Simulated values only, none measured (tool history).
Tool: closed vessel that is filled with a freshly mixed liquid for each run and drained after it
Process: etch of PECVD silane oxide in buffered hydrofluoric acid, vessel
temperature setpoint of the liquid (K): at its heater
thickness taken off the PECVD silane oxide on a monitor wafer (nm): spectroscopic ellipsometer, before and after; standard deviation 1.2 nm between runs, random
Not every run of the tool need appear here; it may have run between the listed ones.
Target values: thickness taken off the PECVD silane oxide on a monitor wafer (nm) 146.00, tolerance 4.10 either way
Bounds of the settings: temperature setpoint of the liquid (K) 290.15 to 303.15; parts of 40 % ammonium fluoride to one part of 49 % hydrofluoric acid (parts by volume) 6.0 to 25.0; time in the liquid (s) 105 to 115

run,hour,temperature setpoint of the liquid (K),parts of 40 % ammonium fluoride to one part of 49 % hydrofluoric acid (parts by volume),time in the liquid (s),thickness taken off the PECVD silane oxide on a monitor wafer (nm)
1,0.0,295.15,15.5,105,212.94
2,5.6,294.15,16.0,105,196.52
3,9.6,294.15,14.0,105,222.85
4,18.2,294.15,14.0,105,221.04
5,21.8,293.15,14.5,105,200.77
6,23.0,292.65,15.0,105,189.95
7,26.4,292.15,15.5,105,180.10
8,35.3,291.65,16.0,105,169.43
9,38.3,291.15,16.0,105,163.99
10,40.6,290.65,16.5,105,155.97
# hour 43.5: thermometer replaced
11,43.5,290.15,17.0,105,134.31

Exactly one of the 4 candidate moves below puts every result within its allowed miss. Which one?
A,46.4,290.15,17.5,105,?
B,46.4,290.15,16.0,115,?
C,46.4,290.65,17.0,110,?
D,46.4,290.65,15.5,110,?

move,thickness taken off the PECVD silane oxide on a monitor wafer (nm)
A,130.26
B,155.85
C,144.49
D,158.27
A: lands further from the targets than the last run did
B: pushes the last run's worst result past its target
C: in spec on every target
D: pushes the last run's worst result past its target
Correct choice: C, which meets every target
